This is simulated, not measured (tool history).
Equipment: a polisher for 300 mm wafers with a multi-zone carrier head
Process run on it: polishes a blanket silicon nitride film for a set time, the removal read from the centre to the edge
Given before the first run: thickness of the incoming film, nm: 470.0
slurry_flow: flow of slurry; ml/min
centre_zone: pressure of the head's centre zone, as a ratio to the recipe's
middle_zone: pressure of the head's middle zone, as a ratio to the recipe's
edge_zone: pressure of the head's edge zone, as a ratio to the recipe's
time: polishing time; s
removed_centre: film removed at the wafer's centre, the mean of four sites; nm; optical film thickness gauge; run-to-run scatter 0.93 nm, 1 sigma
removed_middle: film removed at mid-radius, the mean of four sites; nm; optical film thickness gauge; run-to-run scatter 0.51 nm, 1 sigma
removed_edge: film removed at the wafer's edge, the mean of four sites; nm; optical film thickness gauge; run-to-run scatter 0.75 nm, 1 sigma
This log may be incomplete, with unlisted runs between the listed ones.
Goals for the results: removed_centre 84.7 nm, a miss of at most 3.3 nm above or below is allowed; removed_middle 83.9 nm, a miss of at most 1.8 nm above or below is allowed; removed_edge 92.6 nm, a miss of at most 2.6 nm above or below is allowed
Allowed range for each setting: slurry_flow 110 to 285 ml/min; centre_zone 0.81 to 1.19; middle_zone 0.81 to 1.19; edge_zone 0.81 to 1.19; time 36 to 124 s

Run 1, hour 0: slurry_flow 180 ml/min, centre_zone 1, middle_zone 1, edge_zone 1, time 79 s. Result: removed_centre 121.67 nm, removed_middle 118.88 nm, removed_edge 119.5 nm.
Run 2, hour 5.7: slurry_flow 220 ml/min, centre_zone 1, middle_zone 1, edge_zone 1, time 79 s. Result: removed_centre 127.62 nm, removed_middle 123.01 nm, removed_edge 122.76 nm.
Run 3, hour 6.8: slurry_flow 220 ml/min, centre_zone 1, middle_zone 1.05, edge_zone 1, time 79 s. Result: removed_centre 126.38 nm, removed_middle 127.4 nm, removed_edge 121.62 nm.
Run 4, hour 12.9: slurry_flow 220 ml/min, centre_zone 1, middle_zone 1.05, edge_zone 1, time 60 s. Result: removed_centre 95.089 nm, removed_middle 96.163 nm, removed_edge 91.843 nm.
Run 5, hour 13.7: slurry_flow 220 ml/min, centre_zone 1, middle_zone 1.13, edge_zone 1, time 60 s. Result: removed_centre 95.128 nm, removed_middle 103.47 nm, removed_edge 94.15 nm.
Run 6, hour 18: slurry_flow 205 ml/min, centre_zone 0.99, middle_zone 1.1, edge_zone 1.02, time 60 s. Result: removed_centre 95.238 nm, removed_middle 99.676 nm, removed_edge 93.438 nm.
Run 7, hour 20.5: slurry_flow 195 ml/min, centre_zone 0.97, middle_zone 1.07, edge_zone 1.04, time 60 s. Result: removed_centre 91.243 nm, removed_middle 95.824 nm, removed_edge 93.435 nm.
Run 8, hour 28.8: slurry_flow 185 ml/min, centre_zone 0.96, middle_zone 1.05, edge_zone 1.05, time 60 s. Result: removed_centre 88.747 nm, removed_middle 93.912 nm, removed_edge 94.135 nm.
At hour 30.2: worn pad replaced by a new one.
Run 9, hour 30.2: slurry_flow 135 ml/min, centre_zone 0.98, middle_zone 0.95, edge_zone 1.05, time 60 s. Result: removed_centre 94.161 nm, removed_middle 90.905 nm, removed_edge 101.52 nm.
Run 10, hour 37.8: slurry_flow 135 ml/min, centre_zone 0.97, middle_zone 0.94, edge_zone 1.04, time 59 s. Result: removed_centre 93.58 nm, removed_middle 88.063 nm, removed_edge 97.508 nm.
Run 11, hour 46.5: slurry_flow 135 ml/min, centre_zone 0.97, middle_zone 0.94, edge_zone 1.04, time 59 s. Result: removed_centre 92.851 nm, removed_middle 88.629 nm, removed_edge 97.038 nm.
Run 12, hour 52.7: slurry_flow 115 ml/min, centre_zone 0.9, middle_zone 0.91, edge_zone 0.99, time 58 s. Result: removed_centre 80.814 nm, removed_middle 82.598 nm, removed_edge 90.768 nm.
Run 13, hour 55.6: slurry_flow 115 ml/min, centre_zone 0.9, middle_zone 0.91, edge_zone 0.99, time 58 s. Result: removed_centre 80.426 nm, removed_middle 82.851 nm, removed_edge 90.73 nm.

Exercise: of the 5 proposed moves below, exactly one satisfies all targets within the stated allowed misses. Which move is it?
Run A, hour 58.5: slurry_flow 110 ml/min, centre_zone 0.9, middle_zone 0.81, edge_zone 1.08, time 61 s. Result: removed_centre ?, removed_middle ?, removed_edge ?.
Run B, hour 58.5: slurry_flow 115 ml/min, centre_zone 0.92, middle_zone 0.83, edge_zone 1.06, time 59 s. Result: removed_centre ?, removed_middle ?, removed_edge ?.
Run C, hour 58.5: slurry_flow 120 ml/min, centre_zone 0.83, middle_zone 0.96, edge_zone 0.95, time 56 s. Result: removed_centre ?, removed_middle ?, removed_edge ?.
Run D, hour 58.5: slurry_flow 155 ml/min, centre_zone 0.91, middle_zone 0.9, edge_zone 1, time 56 s. Result: removed_centre ?, removed_middle ?, removed_edge ?.
Run E, hour 58.5: slurry_flow 110 ml/min, centre_zone 0.84, middle_zone 0.91, edge_zone 0.97, time 59 s. Result: removed_centre ?, removed_middle ?, removed_edge ?.

move  removed_centre  removed_middle  removed_edge
   A          84.463          79.437        100.71
   B          84.437          78.941        97.111
   C          73.021          84.284        87.812
   D           84.48           84.11        93.133
   E          76.249          83.756        92.312
A: brings the result that was furthest off to its target, and leaves another outside
B: brings the result that was furthest off to its target, and leaves another outside
C: the biggest miss grows against the last run
D: hits every target within its allowed miss
E: the biggest miss grows against the last run
D is the move that brings every result within its allowed miss.
